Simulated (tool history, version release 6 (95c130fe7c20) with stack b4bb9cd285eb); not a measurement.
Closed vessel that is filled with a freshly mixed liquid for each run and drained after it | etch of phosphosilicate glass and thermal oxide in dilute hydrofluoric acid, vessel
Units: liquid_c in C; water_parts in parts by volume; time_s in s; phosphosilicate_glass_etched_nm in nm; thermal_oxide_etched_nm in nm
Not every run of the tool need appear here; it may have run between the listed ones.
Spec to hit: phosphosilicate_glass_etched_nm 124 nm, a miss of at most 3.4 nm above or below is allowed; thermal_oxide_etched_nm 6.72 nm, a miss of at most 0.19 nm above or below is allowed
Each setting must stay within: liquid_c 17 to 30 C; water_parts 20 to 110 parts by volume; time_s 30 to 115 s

| run | hour | liquid_c | water_parts | time_s | phosphosilicate_glass_etched_nm | thermal_oxide_etched_nm |
|---|---|---|---|---|---|---|
| 1 | 0 | 22 | 60 | 60 | 85.55 | 4.6731 |
| 2 | 3.6 | 24 | 60 | 60 | 93.68 | 5.0683 |
| 3 | 12.4 | 26 | 60 | 60 | 101.1 | 5.4063 |
| 4 | 16.1 | 26.5 | 60 | 60 | 104.02 | 5.6565 |
| 5 | 17.3 | 26.5 | 60 | 85 | 146.26 | 7.8387 |
| 6 | 26.5 | 26.5 | 60 | 95 | 163.7 | 8.9836 |
| 7 | 35.4 | 25 | 60 | 95 | 155.72 | 8.3944 |
| 8 | 39 | 23.5 | 60 | 95 | 148 | 7.8323 |
| 9 | 45.7 | 23 | 60 | 95 | 142.99 | 7.6258 |
| 10 | 49.3 | 22.5 | 60 | 95 | 139.39 | 7.6188 |
| 11 | 57.4 | 22 | 60 | 95 | 137.65 | 7.3304 |
| 12 | 63.2 | 21.5 | 60 | 95 | 134.38 | 7.234 |
| 13 | 68.7 | 21 | 60 | 95 | 132.61 | 7.0562 |
| 14 | 74.1 | 20.5 | 60 | 95 | 128.59 | 7.0052 |

Of the 4 settings listed for the next run, only one would bring every result within its allowed miss of target. Which one?
| A | 79.5 | 25.5 | 60 | 75 | ? | ? |
| B | 79.5 | 21 | 55 | 90 | ? | ? |
| C | 79.5 | 30 | 110 | 115 | ? | ? |
| D | 79.5 | 17 | 45 | 85 | ? | ? |

| move | phosphosilicate_glass_etched_nm | thermal_oxide_etched_nm |
|---|---|---|
| A | 124.66 | 6.7685 |
| B | 136.48 | 7.4101 |
| C | 115.89 | 6.292 |
| D | 134.31 | 7.2924 |
A: every result lands within tolerance
B: further off than the last run
C: moves the result that the last run missed by most past its target, out the other side
D: further off than the last run
The move that meets every target is A.

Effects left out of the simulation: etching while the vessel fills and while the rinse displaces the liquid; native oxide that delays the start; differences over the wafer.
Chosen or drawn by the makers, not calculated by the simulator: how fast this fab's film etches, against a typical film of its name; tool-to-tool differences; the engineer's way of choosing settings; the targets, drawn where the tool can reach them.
